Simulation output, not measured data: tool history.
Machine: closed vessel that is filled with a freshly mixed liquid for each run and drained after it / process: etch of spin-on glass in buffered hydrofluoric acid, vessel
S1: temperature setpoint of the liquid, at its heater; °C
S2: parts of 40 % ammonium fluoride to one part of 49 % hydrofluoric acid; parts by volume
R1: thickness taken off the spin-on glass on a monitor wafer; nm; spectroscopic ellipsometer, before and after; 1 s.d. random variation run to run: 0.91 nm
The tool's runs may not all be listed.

{"run": 1, "hour": 0.0, "S1": 25.0, "S2": 21.0, "time in the liquid (s)": 85, "R1": 179.16}
{"run": 2, "hour": 1.5, "S1": 21.5, "S2": 21.0, "time in the liquid (s)": 85, "R1": 146.68}
{"run": 3, "hour": 3.7, "S1": 21.5, "S2": 21.0, "time in the liquid (s)": 85, "R1": 146.77}
{"run": 4, "hour": 11.6, "S1": 19.0, "S2": 21.0, "time in the liquid (s)": 85, "R1": 127.68}
{"run": 5, "hour": 15.5, "S1": 17.0, "S2": 21.0, "time in the liquid (s)": 85, "R1": 113.66}
{"run": 6, "hour": 20.1, "S1": 19.5, "S2": 21.0, "time in the liquid (s)": 85, "R1": 131.64}
{"run": 7, "hour": 21.3, "S1": 21.5, "S2": 21.0, "time in the liquid (s)": 85, "R1": 145.49}
{"run": 8, "hour": 24.4, "S1": 23.0, "S2": 21.0, "time in the liquid (s)": 85, "R1": 158.9}
{"run": 9, "hour": 25.9, "S1": 24.0, "S2": 21.0, "time in the liquid (s)": 85, "R1": 167.46}

Run 10 comes next. What will it give?
{"run": 10, "hour": 27.8, "S1": 25.0, "S2": 21.0, "time in the liquid (s)": 85, "R1": "?"}

Run 10 came out at R1 177.53 nm.
